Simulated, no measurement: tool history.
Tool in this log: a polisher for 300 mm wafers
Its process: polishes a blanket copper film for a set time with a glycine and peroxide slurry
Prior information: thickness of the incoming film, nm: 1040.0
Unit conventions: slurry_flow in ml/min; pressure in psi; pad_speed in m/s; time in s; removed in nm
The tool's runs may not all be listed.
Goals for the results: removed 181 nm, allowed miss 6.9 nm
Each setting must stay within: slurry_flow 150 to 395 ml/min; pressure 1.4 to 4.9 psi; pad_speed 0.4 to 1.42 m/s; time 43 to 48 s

run	hour	slurry_flow	pressure	pad_speed	time	removed
1	0	250	3.1	0.9	48	236.22
2	4.4	250	3.5	0.9	48	253.97
3	7.8	280	3.5	0.9	48	258.36
4	13.8	280	3	0.88	48	231.33
5	22.4	275	2.7	0.88	48	214.14
6	27.5	275	2.5	0.88	48	198.82
7	28.6	275	2.4	0.88	48	193.54
8	31.7	270	2.3	0.88	48	187.03
# hour 36.1: worn pad replaced by a new one
9	36.1	265	2.3	0.88	48	214.94
10	44.9	285	2.2	0.88	48	206.79
11	52.2	265	2.1	0.88	48	202.3
12	57.5	280	2	0.88	48	200.06
13	61.9	260	1.6	0.88	48	173.88

Which one of the following 5 next-run settings gets every result inside its allowed miss? There is exactly one.
A	66.3	260	1.8	0.88	47	?
B	66.3	305	1.6	0.84	47	?
C	66.3	205	1.9	0.9	43	?
D	66.3	265	1.7	0.8	47	?
E	66.3	330	1.6	0.82	47	?

move	removed
A	179.36
B	165.07
C	168.21
D	162.46
E	163.18
A: meets every target
B: moves away from the targets compared with the last run
C: moves away from the targets compared with the last run
D: moves away from the targets compared with the last run
E: moves away from the targets compared with the last run
Answer: A
